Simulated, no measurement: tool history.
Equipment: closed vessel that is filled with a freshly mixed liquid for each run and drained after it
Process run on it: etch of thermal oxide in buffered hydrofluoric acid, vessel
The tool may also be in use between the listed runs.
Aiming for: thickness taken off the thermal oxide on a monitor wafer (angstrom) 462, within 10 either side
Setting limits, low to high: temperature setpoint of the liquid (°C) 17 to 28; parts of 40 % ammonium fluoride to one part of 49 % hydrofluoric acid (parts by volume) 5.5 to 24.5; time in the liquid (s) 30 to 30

run  hour  temperature setpoint of the liquid (°C)  parts of 40 % ammonium fluoride to one part of 49 % hydrofluoric acid (parts by volume)  time in the liquid (s)  thickness taken off the thermal oxide on a monitor wafer (angstrom)
  1     0                                       20                                                                                       15                      30                                                               176.68
  2   2.1                                     21.5                                                                                     13.5                      30                                                               213.02
  3   9.2                                       23                                                                                       12                      30                                                               259.86
  4    12                                     24.5                                                                                       12                      30                                                               281.43
  5  18.5                                       25                                                                                       11                      30                                                               314.34
  6  24.8                                     25.5                                                                                     10.5                      30                                                               336.91
  7  32.8                                       26                                                                                       10                      30                                                               363.82
  8  34.8                                       26                                                                                       10                      30                                                               363.67
  9  43.6                                       28                                                                                      7.5                      30                                                                531.9
 10  45.8                                     27.5                                                                                      7.5                      30                                                                513.6

4 candidate next runs follow, results not yet known. Just one meets every target within its allowed miss. Identify it.
  A    48                                       28                                                                                      8.5                      30                                                                    ?
  B    48                                       28                                                                                        7                      30                                                                    ?
  C    48                                       25                                                                                      5.5                      30                                                                    ?
  D    48                                     25.5                                                                                        8                      30                                                                    ?

move  thickness taken off the thermal oxide on a monitor wafer (angstrom)
   A                                                               456.35
   B                                                               562.86
   C                                                               589.67
   D                                                               426.31
A: every result lands within tolerance
B: further off than the last run
C: further off than the last run
D: the result that was furthest off in the last run now lies on the other side of its target
Answer: A
